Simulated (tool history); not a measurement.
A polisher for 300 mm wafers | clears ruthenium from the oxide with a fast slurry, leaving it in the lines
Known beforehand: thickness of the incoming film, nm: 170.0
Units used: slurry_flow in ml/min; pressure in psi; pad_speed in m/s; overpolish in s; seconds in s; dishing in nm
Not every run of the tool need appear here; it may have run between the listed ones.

run	hour	slurry_flow	pressure	pad_speed	slurry_solids	overpolish	seconds	dishing
1	0	245	2.1	0.86	1	10	73.565	19.269
2	5.7	185	2.1	0.86	1	10	75.3	17.763
3	13.6	185	2.6	0.86	1	10	61.761	22.189
4	19.5	190	2.7	0.86	1	10	59.001	22.177
5	26.4	190	2.8	0.86	1	10	56.984	23.595
6	34	145	2.8	0.86	1	10	60.613	21.923
7	42.5	145	2.8	0.86	1	10	59.709	22.652
8	50.3	160	2.8	0.86	1	10	57.824	22.625

What does the tool deliver on the next run?
9	59.2	170	2.8	0.86	1	10	?	?

{"run 9": {"seconds": 57.616, "dishing": 22.986}}
